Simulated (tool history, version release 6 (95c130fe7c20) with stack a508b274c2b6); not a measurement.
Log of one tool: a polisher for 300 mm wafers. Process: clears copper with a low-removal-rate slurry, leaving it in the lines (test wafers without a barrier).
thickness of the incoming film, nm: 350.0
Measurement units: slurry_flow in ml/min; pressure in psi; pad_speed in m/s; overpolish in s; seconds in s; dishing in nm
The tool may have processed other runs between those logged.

run  hour  slurry_flow  pressure  pad_speed  slurry_solids  overpolish  seconds  dishing
  1   0.0          270       3.5       1.12           1.00          15   105.13   39.700
  2   1.9          270       3.1       1.10           1.00          16   123.14   36.584
  3   3.7          300       3.1       1.10           1.00          16   122.02   36.684
  4  10.5          300       3.1       1.10           1.15          16   119.46   37.696
  5  12.7          330       3.1       1.10           1.15          16   117.18   37.338
  6  14.3          325       2.8       1.08           1.15          17   134.50   36.298
  7  18.4          325       2.6       1.08           1.15          17   143.01   33.357
  8  26.5          325       2.4       1.08           1.15          18   153.96   32.575
  9  31.2          325       2.3       1.08           1.15          19   160.33   33.086
 10  38.4          325       2.2       1.08           1.15          19   163.85   32.195
 11  42.6          325       2.1       1.08           1.15          20   176.55   32.060
 12  50.4          320       2.0       1.08           1.15          20   182.19   30.735

The next listed run, before its measurement:
 13  54.6          310       2.0       1.08           1.15          20        ?        ?

Run 13 measured seconds 183.24 s, dishing 30.562 nm.
